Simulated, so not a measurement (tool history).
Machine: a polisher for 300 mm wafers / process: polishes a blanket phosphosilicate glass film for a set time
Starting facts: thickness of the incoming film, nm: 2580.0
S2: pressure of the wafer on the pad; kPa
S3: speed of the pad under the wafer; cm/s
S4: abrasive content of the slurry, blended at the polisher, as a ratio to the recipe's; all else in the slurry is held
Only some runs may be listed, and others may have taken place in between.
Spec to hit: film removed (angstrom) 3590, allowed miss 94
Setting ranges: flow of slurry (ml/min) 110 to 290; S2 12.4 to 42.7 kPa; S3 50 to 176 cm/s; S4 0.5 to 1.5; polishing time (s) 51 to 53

Run 1, hour 0: flow of slurry (ml/min) 185, S2 27.6 kPa, S3 112 cm/s, S4 1, polishing time (s) 51. Result: film removed (angstrom) 5550.9.
Run 2, hour 4.7: flow of slurry (ml/min) 180, S2 25.5 kPa, S3 112 cm/s, S4 1, polishing time (s) 51. Result: film removed (angstrom) 5245.2.
Run 3, hour 13: flow of slurry (ml/min) 180, S2 25.5 kPa, S3 112 cm/s, S4 1, polishing time (s) 51. Result: film removed (angstrom) 5266.7.
Run 4, hour 18.3: flow of slurry (ml/min) 180, S2 25.5 kPa, S3 100 cm/s, S4 1, polishing time (s) 51. Result: film removed (angstrom) 4841.6.
Run 5, hour 19.1: flow of slurry (ml/min) 180, S2 25.5 kPa, S3 76 cm/s, S4 1, polishing time (s) 51. Result: film removed (angstrom) 3880.2.
Run 6, hour 24.9: flow of slurry (ml/min) 180, S2 20 kPa, S3 76 cm/s, S4 1, polishing time (s) 51. Result: film removed (angstrom) 3268.2.
Run 7, hour 26.4: flow of slurry (ml/min) 185, S2 20.7 kPa, S3 76 cm/s, S4 1, polishing time (s) 51. Result: film removed (angstrom) 3362.9.
Run 8, hour 34.9: flow of slurry (ml/min) 190, S2 20.7 kPa, S3 76 cm/s, S4 1, polishing time (s) 51. Result: film removed (angstrom) 3372.
Run 9, hour 36.7: flow of slurry (ml/min) 195, S2 20.7 kPa, S3 76 cm/s, S4 1, polishing time (s) 51. Result: film removed (angstrom) 3403.5.
Run 10, hour 43.2: flow of slurry (ml/min) 200, S2 20.7 kPa, S3 76 cm/s, S4 1, polishing time (s) 51. Result: film removed (angstrom) 3357.1.

Pick the move, out of 5, that brings all results within their allowed miss; only one does.
Run A, hour 49.7: flow of slurry (ml/min) 190, S2 18.6 kPa, S3 76 cm/s, S4 1.1, polishing time (s) 53. Result: film removed (angstrom) ?.
Run B, hour 49.7: flow of slurry (ml/min) 195, S2 15.9 kPa, S3 80 cm/s, S4 0.95, polishing time (s) 51. Result: film removed (angstrom) ?.
Run C, hour 49.7: flow of slurry (ml/min) 175, S2 24.8 kPa, S3 56 cm/s, S4 1.25, polishing time (s) 52. Result: film removed (angstrom) ?.
Run D, hour 49.7: flow of slurry (ml/min) 215, S2 20 kPa, S3 78 cm/s, S4 1, polishing time (s) 51. Result: film removed (angstrom) ?.
Run E, hour 49.7: flow of slurry (ml/min) 140, S2 29.6 kPa, S3 56 cm/s, S4 1.1, polishing time (s) 53. Result: film removed (angstrom) ?.

move  film removed (angstrom)
   A                   3351.5
   B                   2865.4
   C                   3329.8
   D                   3408.1
   E                   3576.4
A: neither nearer nor further off than the last run
B: lands further from the targets than the last run did
C: lands further from the targets than the last run did
D: better than the last run, though not everything is in spec
E: all results in spec
The move that meets every target is E.
